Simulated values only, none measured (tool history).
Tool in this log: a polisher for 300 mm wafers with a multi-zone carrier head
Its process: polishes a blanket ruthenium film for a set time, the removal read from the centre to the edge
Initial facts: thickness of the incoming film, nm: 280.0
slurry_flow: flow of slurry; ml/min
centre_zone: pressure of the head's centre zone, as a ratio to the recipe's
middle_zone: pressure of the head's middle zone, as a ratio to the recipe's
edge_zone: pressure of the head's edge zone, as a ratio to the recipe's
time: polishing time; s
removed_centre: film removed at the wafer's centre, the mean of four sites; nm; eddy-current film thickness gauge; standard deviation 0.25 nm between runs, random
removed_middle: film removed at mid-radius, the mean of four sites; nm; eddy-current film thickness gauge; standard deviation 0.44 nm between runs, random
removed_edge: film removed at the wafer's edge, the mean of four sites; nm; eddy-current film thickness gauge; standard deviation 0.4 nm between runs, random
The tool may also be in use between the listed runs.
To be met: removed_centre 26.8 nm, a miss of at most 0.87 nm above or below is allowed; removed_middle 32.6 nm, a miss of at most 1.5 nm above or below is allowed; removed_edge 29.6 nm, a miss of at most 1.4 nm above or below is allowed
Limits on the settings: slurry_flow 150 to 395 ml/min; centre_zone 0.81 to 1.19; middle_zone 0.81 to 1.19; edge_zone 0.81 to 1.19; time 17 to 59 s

run    day  slurry_flow  centre_zone  middle_zone  edge_zone  time  removed_centre  removed_middle  removed_edge
  1      0          250            1            1          1    38          34.698          35.818        36.048
  2  0.083          185            1            1          1    38          32.778          34.574        34.795
  3  0.342          150            1            1          1    38          30.772          33.557        34.022
  4  0.483          150            1            1          1    38          30.828          34.081        33.809
  5  0.683          150         1.04            1          1    38          31.968          32.332        33.407
  6   0.95          150          1.1            1          1    38          32.799          33.341        34.181
  7  1.162          150         1.06         1.02       0.99    37           31.81          31.879        33.113
  8  1.338          150         1.01         1.01       0.96    37          30.347          32.888        32.212
  9  1.504          150         0.99         1.01       0.95    37          29.667          32.122        32.079
 10  1.812          160         0.93         1.11       0.87    35          28.183          33.867        29.542

Which one of the following 4 next-run settings gets every result inside its allowed miss? There is exactly one.
  A  2.121          200         0.87         1.14       0.87    34               ?               ?             ?
  B  2.121          180         0.85         1.05       0.85    35               ?               ?             ?
  C  2.121          195         1.04         1.13       0.81    34               ?               ?             ?
  D  2.121          150         0.86         1.03       0.97    36               ?               ?             ?

move  removed_centre  removed_middle  removed_edge
   A          26.777          35.202        29.269
   B          26.635          33.212        29.482
   C          29.969          34.783        28.277
   D          26.552          32.474        31.448
A: meets the target for the result that was furthest off, but another lies outside its allowed miss
B: in spec on every target
C: the biggest miss grows against the last run
D: meets the target for the result that was furthest off, but another lies outside its allowed miss
Answer: B

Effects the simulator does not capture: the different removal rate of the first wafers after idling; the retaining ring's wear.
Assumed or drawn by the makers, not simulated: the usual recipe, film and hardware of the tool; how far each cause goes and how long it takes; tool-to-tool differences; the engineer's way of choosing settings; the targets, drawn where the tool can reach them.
